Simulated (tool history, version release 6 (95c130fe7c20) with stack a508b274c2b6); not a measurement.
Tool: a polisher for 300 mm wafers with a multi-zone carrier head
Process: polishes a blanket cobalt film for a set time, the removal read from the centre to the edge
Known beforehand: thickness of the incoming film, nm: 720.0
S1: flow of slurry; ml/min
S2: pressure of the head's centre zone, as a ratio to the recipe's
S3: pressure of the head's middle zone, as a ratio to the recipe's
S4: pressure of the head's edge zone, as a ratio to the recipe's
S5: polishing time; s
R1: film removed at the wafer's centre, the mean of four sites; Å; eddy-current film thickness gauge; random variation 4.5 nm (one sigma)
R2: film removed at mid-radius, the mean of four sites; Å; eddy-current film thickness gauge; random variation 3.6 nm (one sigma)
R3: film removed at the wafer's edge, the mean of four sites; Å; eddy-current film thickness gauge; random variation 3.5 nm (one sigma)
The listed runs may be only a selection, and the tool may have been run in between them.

| run | hour | S1 | S2 | S3 | S4 | S5 | R1 | R2 | R3 |
|---|---|---|---|---|---|---|---|---|---|
| 1 | 0.0 | 305 | 1.00 | 1.00 | 1.00 | 52 | 1973.7 | 2026.1 | 1905.0 |
| 2 | 4.2 | 310 | 1.04 | 1.00 | 1.02 | 56 | 2224.7 | 2145.7 | 2064.5 |
| 3 | 10.8 | 310 | 1.00 | 1.00 | 1.02 | 56 | 2147.0 | 2141.7 | 2075.5 |
| 4 | 17.9 | 310 | 1.00 | 0.92 | 1.02 | 56 | 2138.9 | 1950.3 | 2060.3 |
| 5 | 24.7 | 315 | 1.03 | 0.94 | 1.03 | 59 | 2296.8 | 2109.9 | 2155.0 |
| 6 | 29.4 | 285 | 1.03 | 0.94 | 1.03 | 59 | 2276.0 | 2124.4 | 2163.1 |
| 7 | 35.9 | 295 | 1.06 | 0.95 | 1.04 | 62 | 2431.8 | 2248.2 | 2312.4 |

Estimate the outcome of run 8 from the log above:
| 8 | 43.2 | 310 | 1.09 | 0.96 | 1.03 | 64 | ? | ? | ? |

For run 8 the tool returned R1 2668.4 Å, R2 2335.9 Å, R3 2352.7 Å.
